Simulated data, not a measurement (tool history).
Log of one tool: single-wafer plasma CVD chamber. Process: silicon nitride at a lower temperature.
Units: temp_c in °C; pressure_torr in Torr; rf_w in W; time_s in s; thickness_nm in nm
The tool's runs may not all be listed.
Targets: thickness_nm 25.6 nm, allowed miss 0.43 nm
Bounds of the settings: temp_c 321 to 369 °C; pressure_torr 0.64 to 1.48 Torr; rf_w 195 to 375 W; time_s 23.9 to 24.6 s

run,day,temp_c,pressure_torr,rf_w,time_s,thickness_nm
1,0,345,1.06,285,23.9,23.255
2,0.267,345,1.06,270,23.9,22.415
3,0.483,355,1.06,270,23.9,22.362
4,0.754,346,1.06,270,23.9,22.39
5,0.979,346,1.13,275,23.9,23.217
6,1.296,346,1.13,250,23.9,21.79
7,1.488,346,1.19,255,23.9,22.431
8,1.742,346,1.19,255,23.9,22.468
9,2.079,346,1.24,260,23.9,22.971
10,2.196,346,1.28,265,23.9,23.495
11,2.312,346,1.31,270,23.9,24.006
12,2.596,346,1.34,270,23.9,24.095
13,2.904,346,1.36,275,23.9,24.483
14,3.142,346,1.38,275,23.9,24.633
15,3.317,346,1.4,275,23.9,24.71
16,3.658,346,1.41,275,23.9,24.679
17,3.929,346,1.42,275,23.9,24.767
18,4.133,346,1.43,275,23.9,24.837
19,4.179,346,1.44,275,23.9,24.947
20,4.229,346,1.45,275,23.9,24.884
21,4.262,346,1.46,275,23.9,25.005

4 next moves are on the table. One of them brings every result within its allowed miss. Which?
A,4.296,349,1.44,295,24.4,?
B,4.296,346,1.47,300,23.9,?
C,4.296,342,1.48,275,24.3,?
D,4.296,344,1.48,260,24.3,?

move,thickness_nm
A,26.553
B,26.481
C,25.552
D,24.606
A: takes the result that was furthest off past its target
B: takes the result that was furthest off past its target
C: meets every target
D: further off than the last run
Move C is the one to make.
